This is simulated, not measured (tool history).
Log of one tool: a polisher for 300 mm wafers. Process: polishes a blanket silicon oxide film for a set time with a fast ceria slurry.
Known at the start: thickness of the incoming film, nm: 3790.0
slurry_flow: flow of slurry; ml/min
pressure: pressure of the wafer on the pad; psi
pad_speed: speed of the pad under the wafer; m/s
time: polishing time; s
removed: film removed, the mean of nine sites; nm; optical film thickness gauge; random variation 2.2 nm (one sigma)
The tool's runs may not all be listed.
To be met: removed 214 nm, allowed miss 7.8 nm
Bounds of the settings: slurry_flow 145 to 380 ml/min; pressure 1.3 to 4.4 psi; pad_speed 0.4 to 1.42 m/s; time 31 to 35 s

run  hour  slurry_flow  pressure  pad_speed  time  removed
  1     0          245       2.8        0.9    35   610.92
  2   2.5          245       2.6       0.84    35   529.93
  3   4.5          185       2.6       0.84    35   511.46
  4    11          185       2.1       0.84    35   417.18
  5  18.9          185       2.5       0.84    35   488.07
  6  20.6          185       2.2       0.84    35   437.84
  7  24.8          185       2.2       0.84    35   432.24
  8  30.8          185       2.1        0.8    35   393.49
  9  38.1          185         2       0.78    35   368.67
 10  41.5          185       1.9       0.76    35   349.24
 11  49.2          185       1.8       0.74    35   320.76
 12    54          185       1.7       0.72    35   293.12

4 next moves are on the table. One of them brings every result within its allowed miss. Which?
  A  58.8          190       1.3       0.66    33        ?
  B  58.8          220       1.7        0.9    35        ?
  C  58.8          170       1.8       0.52    33        ?
  D  58.8          155       2.1       0.86    32        ?

move  removed
   A   199.54
   B   374.32
   C   213.07
   D   382.99
A: takes the result that was furthest off past its target
B: further off than the last run
C: meets every target
D: further off than the last run
Move C is the one to make.
